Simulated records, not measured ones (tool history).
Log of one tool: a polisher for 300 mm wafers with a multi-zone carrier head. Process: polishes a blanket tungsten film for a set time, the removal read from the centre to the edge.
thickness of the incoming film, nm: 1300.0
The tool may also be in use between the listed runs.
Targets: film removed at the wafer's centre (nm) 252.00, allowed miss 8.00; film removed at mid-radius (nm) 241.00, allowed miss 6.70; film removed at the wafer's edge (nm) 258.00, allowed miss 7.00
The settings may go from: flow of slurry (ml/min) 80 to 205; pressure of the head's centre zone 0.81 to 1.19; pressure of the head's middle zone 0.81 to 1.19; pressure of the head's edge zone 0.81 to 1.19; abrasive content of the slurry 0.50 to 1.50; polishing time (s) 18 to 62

run  hour  flow of slurry (ml/min)  pressure of the head's centre zone  pressure of the head's middle zone  pressure of the head's edge zone  abrasive content of the slurry  polishing time (s)  film removed at the wafer's centre (nm)  film removed at mid-radius (nm)  film removed at the wafer's edge (nm)
  1   0.0                      135                                1.00                                1.00                              1.00                            1.00                  40                                   192.11                           191.64                                 188.37
  2   6.7                      140                                1.00                                1.00                              1.02                            1.05                  40                                   195.03                           196.76                                 195.10
  3  13.4                      170                                1.00                                1.00                              1.02                            1.05                  40                                   207.05                           201.73                                 199.90
  4  20.3                      170                                1.00                                0.92                              1.02                            1.05                  40                                   201.40                           189.06                                 200.17
  5  21.8                      145                                1.00                                0.92                              1.02                            1.05                  40                                   199.37                           184.04                                 199.45
  6  27.5                      145                                1.00                                0.93                              1.04                            1.10                  40                                   195.49                           186.22                                 202.13
  7  32.1                      150                                1.01                                0.94                              1.05                            1.15                  40                                   206.53                           193.03                                 208.81
  8  41.0                      185                                1.00                                1.03                              1.15                            1.40                  41                                   225.30                           228.30                                 235.72
  9  42.9                      185                                1.01                                1.03                              1.15                            1.40                  41                                   226.57                           227.33                                 234.98
 10  44.5                      190                                1.03                                1.02                              1.17                            1.45                  42                                   242.65                           236.16                                 247.11
 11  49.0                      195                                1.03                                1.01                              1.18                            1.50                  42                                   249.32                           241.00                                 248.28

5 next moves are on the table. One of them brings every result within its allowed miss. Which?
  A  53.5                      200                                1.01                                0.97                              1.12                            1.25                  46                                        ?                                ?                                      ?
  B  53.5                      180                                0.92                                1.05                              1.19                            1.40                  46                                        ?                                ?                                      ?
  C  53.5                      190                                0.95                                1.01                              1.19                            1.50                  43                                        ?                                ?                                      ?
  D  53.5                      190                                0.97                                1.00                              1.19                            1.40                  44                                        ?                                ?                                      ?
  E  53.5                      205                                1.05                                1.11                              1.09                            1.45                  41                                        ?                                ?                                      ?

move  film removed at the wafer's centre (nm)  film removed at mid-radius (nm)  film removed at the wafer's edge (nm)
   A                                   256.84                           240.50                                 256.58
   B                                   236.62                           259.75                                 268.16
   C                                   233.90                           240.64                                 256.36
   D                                   240.37                           240.33                                 258.25
   E                                   247.03                           249.39                                 233.43
A: meets every target
B: takes the result that was furthest off past its target
C: brings the result that was furthest off to its target, and leaves another outside
D: brings the result that was furthest off to its target, and leaves another outside
E: further off than the last run
Answer: A
